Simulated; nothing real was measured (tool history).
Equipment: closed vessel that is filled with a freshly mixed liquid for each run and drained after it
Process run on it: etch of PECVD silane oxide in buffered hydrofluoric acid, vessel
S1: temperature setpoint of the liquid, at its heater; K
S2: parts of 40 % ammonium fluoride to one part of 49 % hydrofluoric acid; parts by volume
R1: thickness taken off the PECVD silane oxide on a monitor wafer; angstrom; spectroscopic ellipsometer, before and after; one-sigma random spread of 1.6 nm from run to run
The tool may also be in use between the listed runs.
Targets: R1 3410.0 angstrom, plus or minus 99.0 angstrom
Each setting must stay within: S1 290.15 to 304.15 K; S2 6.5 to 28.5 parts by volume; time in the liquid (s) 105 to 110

run 1 hour=0.0 | S1=296.15 S2=17.5 time_in_the_liquid_(s)=105 | R1=1705.3
run 2 hour=7.7 | S1=296.15 S2=22.0 time_in_the_liquid_(s)=105 | R1=1398.3
run 3 hour=13.0 | S1=296.15 S2=22.0 time_in_the_liquid_(s)=105 | R1=1403.3
run 4 hour=16.7 | S1=293.65 S2=22.0 time_in_the_liquid_(s)=105 | R1=1212.2
run 5 hour=22.8 | S1=293.65 S2=22.0 time_in_the_liquid_(s)=110 | R1=1265.7
run 6 hour=30.9 | S1=296.65 S2=22.0 time_in_the_liquid_(s)=110 | R1=1508.5
run 7 hour=33.5 | S1=298.15 S2=20.5 time_in_the_liquid_(s)=110 | R1=1723.0
run 8 hour=39.6 | S1=299.15 S2=19.0 time_in_the_liquid_(s)=110 | R1=1927.8
run 9 hour=40.9 | S1=300.15 S2=17.5 time_in_the_liquid_(s)=110 | R1=2218.0
run 10 hour=50.0 | S1=301.15 S2=16.5 time_in_the_liquid_(s)=110 | R1=2505.5
run 11 hour=51.3 | S1=304.15 S2=13.5 time_in_the_liquid_(s)=110 | R1=3575.7

Consider the 5 candidate settings below. Which is the only one whose results all fall within their allowed miss of target?
run A hour=52.6 | S1=303.15 S2=12.5 time_in_the_liquid_(s)=110 | R1=?
run B hour=52.6 | S1=304.15 S2=13.0 time_in_the_liquid_(s)=110 | R1=?
run C hour=52.6 | S1=302.65 S2=11.0 time_in_the_liquid_(s)=105 | R1=?
run D hour=52.6 | S1=303.65 S2=12.0 time_in_the_liquid_(s)=105 | R1=?
run E hour=52.6 | S1=301.15 S2=11.5 time_in_the_liquid_(s)=105 | R1=?

move=A R1=3640.7
move=B R1=3694.7
move=C R1=3833.3
move=D R1=3713.9
move=E R1=3387.0
A: the biggest miss grows against the last run
B: the biggest miss grows against the last run
C: the biggest miss grows against the last run
D: the biggest miss grows against the last run
E: in spec on every target
The move that meets every target is E.

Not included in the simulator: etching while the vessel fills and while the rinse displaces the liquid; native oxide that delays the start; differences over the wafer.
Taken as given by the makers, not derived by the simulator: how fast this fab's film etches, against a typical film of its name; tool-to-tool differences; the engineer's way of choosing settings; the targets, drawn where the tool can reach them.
